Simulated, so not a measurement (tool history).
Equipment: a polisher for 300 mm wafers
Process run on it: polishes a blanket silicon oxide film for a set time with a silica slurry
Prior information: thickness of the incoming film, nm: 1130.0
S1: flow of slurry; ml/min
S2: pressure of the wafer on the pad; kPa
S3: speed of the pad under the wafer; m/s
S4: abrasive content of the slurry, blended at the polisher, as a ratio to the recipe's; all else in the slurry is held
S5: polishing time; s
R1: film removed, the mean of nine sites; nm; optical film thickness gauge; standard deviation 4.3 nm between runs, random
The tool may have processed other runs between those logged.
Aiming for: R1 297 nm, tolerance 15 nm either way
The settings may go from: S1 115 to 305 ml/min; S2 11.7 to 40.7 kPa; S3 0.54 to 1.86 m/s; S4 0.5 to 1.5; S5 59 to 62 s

run,hour,S1,S2,S3,S4,S5,R1
1,0,195,26.2,1.18,1,59,195.76
2,3,195,27.6,1.18,1,59,208.65
3,8.8,195,28.3,1.18,1,59,211.67
4,16.2,195,29.6,1.18,1,59,224.32
5,23.9,195,30.3,1.18,1,59,228.28
6,28.1,175,30.3,1.18,1,59,228.43
7,30.6,175,31,1.18,1,59,228.6
8,35.2,180,31.7,1.18,1,59,239.31
9,38.2,180,32.4,1.18,1,59,236.02
10,38.8,180,33.1,1.18,1,59,242.1
11,45.7,180,33.8,1.18,1,59,248.03

Consider the 4 candidate settings below. Which is the only one whose results all fall within their allowed miss of target?
A,52.6,190,33.1,1.38,1,62,?
B,52.6,145,33.8,1.28,0.65,59,?
C,52.6,190,36.5,1.28,1.1,62,?
D,52.6,150,29,1.02,1.1,59,?

move,R1
A,291.38
B,170.56
C,321.2
D,195.76
A: all results in spec
B: the biggest miss grows against the last run
C: carries the result that was furthest off beyond its target, to the other side
D: the biggest miss grows against the last run
Move A is the one to make.

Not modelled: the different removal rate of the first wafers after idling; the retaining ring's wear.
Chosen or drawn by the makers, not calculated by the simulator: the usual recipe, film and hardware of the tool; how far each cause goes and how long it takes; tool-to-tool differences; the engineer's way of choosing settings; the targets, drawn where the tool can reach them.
